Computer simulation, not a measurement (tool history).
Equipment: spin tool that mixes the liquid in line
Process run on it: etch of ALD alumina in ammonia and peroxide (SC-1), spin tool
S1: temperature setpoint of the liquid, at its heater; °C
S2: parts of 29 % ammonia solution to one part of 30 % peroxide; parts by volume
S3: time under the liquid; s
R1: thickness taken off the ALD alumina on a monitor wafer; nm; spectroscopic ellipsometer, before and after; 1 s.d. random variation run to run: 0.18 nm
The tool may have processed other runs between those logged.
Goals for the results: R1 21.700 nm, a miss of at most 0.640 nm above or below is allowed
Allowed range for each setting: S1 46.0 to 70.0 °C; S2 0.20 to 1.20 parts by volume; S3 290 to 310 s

run,hour,S1,S2,S3,R1
1,0.0,62.0,0.85,290,18.653
2,2.8,62.5,0.85,290,19.087
3,6.5,62.5,0.65,290,18.350
4,12.2,63.0,0.65,290,19.121
5,17.7,59.5,0.65,290,15.918
6,21.8,60.5,0.65,290,16.802
7,25.6,61.5,0.65,290,17.785
8,29.5,61.5,0.65,290,17.578
9,34.1,62.0,0.65,290,18.071
10,41.2,62.5,0.65,290,18.537
11,46.4,63.0,0.65,290,18.892
12,47.3,63.5,0.65,290,19.473
13,48.9,64.0,0.65,290,19.823
14,55.6,64.5,0.65,290,20.597
15,63.1,65.0,0.65,290,20.958

Exactly one of the 5 candidate moves below puts every result within its allowed miss. Which one?
A,70.6,64.5,0.65,305,?
B,70.6,65.5,0.70,310,?
C,70.6,67.0,0.20,290,?
D,70.6,67.0,0.45,295,?
E,70.6,63.5,0.70,300,?

move,R1
A,21.509
B,23.135
C,20.701
D,22.735
E,20.266
A: every result within its allowed miss
B: pushes the last run's worst result past its target
C: moves away from the targets compared with the last run
D: pushes the last run's worst result past its target
E: moves away from the targets compared with the last run
The right move is A.

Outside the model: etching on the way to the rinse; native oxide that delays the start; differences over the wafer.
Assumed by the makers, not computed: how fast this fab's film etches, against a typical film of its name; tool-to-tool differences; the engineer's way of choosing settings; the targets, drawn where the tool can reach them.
